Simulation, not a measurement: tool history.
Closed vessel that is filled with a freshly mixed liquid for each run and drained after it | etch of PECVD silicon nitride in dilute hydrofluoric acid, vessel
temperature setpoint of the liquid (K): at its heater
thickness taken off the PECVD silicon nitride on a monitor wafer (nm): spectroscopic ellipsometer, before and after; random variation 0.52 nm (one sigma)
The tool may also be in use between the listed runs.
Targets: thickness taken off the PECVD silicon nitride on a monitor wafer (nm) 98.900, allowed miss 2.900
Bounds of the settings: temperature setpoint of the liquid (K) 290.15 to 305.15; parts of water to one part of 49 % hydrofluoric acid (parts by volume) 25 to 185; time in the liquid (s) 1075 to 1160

run,hour,temperature setpoint of the liquid (K),parts of water to one part of 49 % hydrofluoric acid (parts by volume),time in the liquid (s),thickness taken off the PECVD silicon nitride on a monitor wafer (nm)
1,0.0,297.15,105,1075,56.812
2,6.7,297.15,105,1160,61.586
3,9.8,297.15,105,1160,61.562
4,10.6,297.15,70,1160,91.652
5,16.7,297.65,70,1160,94.917
6,20.2,297.65,70,1075,87.694
7,28.8,298.15,70,1075,91.349
8,34.3,298.65,70,1075,93.611

Which of these 5 next moves meets every target?
A,39.8,299.65,80,1075,?
B,39.8,298.15,65,1100,?
C,39.8,298.65,80,1160,?
D,39.8,297.15,65,1095,?
E,39.8,298.65,75,1075,?

move,thickness taken off the PECVD silicon nitride on a monitor wafer (nm)
A,87.918
B,100.060
C,88.859
D,93.182
E,87.772
A: further off than the last run
B: meets every target
C: further off than the last run
D: further off than the last run
E: further off than the last run
Answer: B

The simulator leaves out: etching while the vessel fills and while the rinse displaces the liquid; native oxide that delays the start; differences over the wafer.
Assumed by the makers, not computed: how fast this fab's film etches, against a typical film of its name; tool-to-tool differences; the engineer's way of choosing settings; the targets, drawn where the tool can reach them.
